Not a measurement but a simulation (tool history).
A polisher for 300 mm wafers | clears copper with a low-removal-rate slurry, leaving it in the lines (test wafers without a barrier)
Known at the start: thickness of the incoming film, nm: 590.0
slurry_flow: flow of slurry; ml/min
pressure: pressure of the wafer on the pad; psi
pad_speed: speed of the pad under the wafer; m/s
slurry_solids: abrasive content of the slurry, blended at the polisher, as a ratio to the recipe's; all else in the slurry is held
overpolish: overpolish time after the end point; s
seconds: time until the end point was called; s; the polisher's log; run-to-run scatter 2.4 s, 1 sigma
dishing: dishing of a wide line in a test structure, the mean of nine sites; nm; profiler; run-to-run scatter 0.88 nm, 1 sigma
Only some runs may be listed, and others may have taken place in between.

run    day  slurry_flow  pressure  pad_speed  slurry_solids  overpolish  seconds  dishing
  1  0.000          220       3.6       1.28            1.0          23   135.80   52.127
  2  0.367          220       2.8       1.28            1.0          23   165.45   43.736
  3  0.708          165       2.8       1.28            1.0          23   171.66   43.568
  4  0.996          165       2.8       1.28            1.0          29   170.72   50.113
  5  1.050          165       2.6       1.28            1.0          31   183.78   50.271
  6  1.217          165       2.6       1.28            1.0          36   179.92   55.916
  7  1.412          165       2.4       1.28            1.0          36   194.46   52.866

Predict the results of run 8:
  8  1.692          165       2.3       1.28            1.0          36        ?        ?

{"run 8": {"seconds": 198.81, "dishing": 52.27}}
